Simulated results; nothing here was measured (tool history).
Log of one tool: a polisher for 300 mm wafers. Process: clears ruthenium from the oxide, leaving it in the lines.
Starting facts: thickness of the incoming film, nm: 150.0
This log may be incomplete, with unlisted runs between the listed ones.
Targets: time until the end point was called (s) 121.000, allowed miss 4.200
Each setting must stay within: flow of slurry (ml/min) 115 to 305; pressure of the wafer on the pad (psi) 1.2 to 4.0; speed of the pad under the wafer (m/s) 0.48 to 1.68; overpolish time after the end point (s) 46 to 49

run	hour	flow of slurry (ml/min)	pressure of the wafer on the pad (psi)	speed of the pad under the wafer (m/s)	overpolish time after the end point (s)	time until the end point was called (s)
1	0.0	195	2.6	1.08	46	95.895
2	2.4	195	2.6	1.24	46	86.821
3	4.2	195	2.3	1.24	46	96.652
4	8.6	160	2.3	1.24	46	99.821
5	12.3	130	2.3	1.24	46	105.270
6	16.1	130	2.3	1.44	46	91.770
7	24.6	130	2.2	1.44	46	96.986
# hour 31.1: slurry nozzle cleaned
8	31.1	130	2.1	1.44	46	94.497
9	35.5	130	1.9	1.44	46	105.930
10	39.8	130	1.8	1.44	46	108.510

Consider the 4 candidate settings below. Which is the only one whose results all fall within their allowed miss of target?
A	44.1	215	1.4	1.56	49	?
B	44.1	160	2.3	1.34	49	?
C	44.1	115	1.8	1.50	49	?
D	44.1	140	2.2	1.42	46	?

move	time until the end point was called (s)
A	122.520
B	89.859
C	108.370
D	90.940
A: each result inside its tolerance
B: its largest miss is bigger than the last run's
C: neither nearer nor further off than the last run
D: its largest miss is bigger than the last run's
Correct choice: A, which meets every target
